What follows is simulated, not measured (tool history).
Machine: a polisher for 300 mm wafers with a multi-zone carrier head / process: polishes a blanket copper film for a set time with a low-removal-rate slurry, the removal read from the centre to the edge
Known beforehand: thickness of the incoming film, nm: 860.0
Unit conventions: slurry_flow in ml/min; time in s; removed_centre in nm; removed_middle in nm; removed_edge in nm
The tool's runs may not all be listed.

run 1 hour=0.0 | slurry_flow=190 centre_zone=1.00 middle_zone=1.00 edge_zone=1.00 slurry_solids=1.00 time=80 | removed_centre=181.37 removed_middle=180.40 removed_edge=178.29
run 2 hour=4.3 | slurry_flow=205 centre_zone=1.00 middle_zone=1.05 edge_zone=1.05 slurry_solids=1.15 time=83 | removed_centre=196.50 removed_middle=203.56 removed_edge=198.96
run 3 hour=5.8 | slurry_flow=220 centre_zone=1.01 middle_zone=1.09 edge_zone=1.09 slurry_solids=1.25 time=85 | removed_centre=210.20 removed_middle=220.16 removed_edge=212.43
run 4 hour=7.6 | slurry_flow=220 centre_zone=1.01 middle_zone=1.09 edge_zone=1.09 slurry_solids=1.25 time=69 | removed_centre=170.22 removed_middle=182.85 removed_edge=171.70
run 5 hour=16.0 | slurry_flow=225 centre_zone=1.01 middle_zone=1.12 edge_zone=1.12 slurry_solids=1.35 time=76 | removed_centre=192.74 removed_middle=206.25 removed_edge=195.71
run 6 hour=19.3 | slurry_flow=235 centre_zone=1.00 middle_zone=1.14 edge_zone=1.14 slurry_solids=1.40 time=80 | removed_centre=202.35 removed_middle=226.41 removed_edge=207.54
run 7 hour=21.3 | slurry_flow=235 centre_zone=1.00 middle_zone=1.14 edge_zone=1.15 slurry_solids=1.45 time=84 | removed_centre=214.03 removed_middle=237.17 removed_edge=224.88
run 8 hour=26.4 | slurry_flow=240 centre_zone=1.00 middle_zone=1.15 edge_zone=1.16 slurry_solids=1.45 time=86 | removed_centre=223.32 removed_middle=245.19 removed_edge=232.89

Expected results for the next run?
run 9 hour=33.9 | slurry_flow=240 centre_zone=1.00 middle_zone=1.15 edge_zone=1.16 slurry_solids=1.45 time=86 | removed_centre=? removed_middle=? removed_edge=?

removed_centre: 217.61 nm
removed_middle: 246.23 nm
removed_edge: 231.19 nm

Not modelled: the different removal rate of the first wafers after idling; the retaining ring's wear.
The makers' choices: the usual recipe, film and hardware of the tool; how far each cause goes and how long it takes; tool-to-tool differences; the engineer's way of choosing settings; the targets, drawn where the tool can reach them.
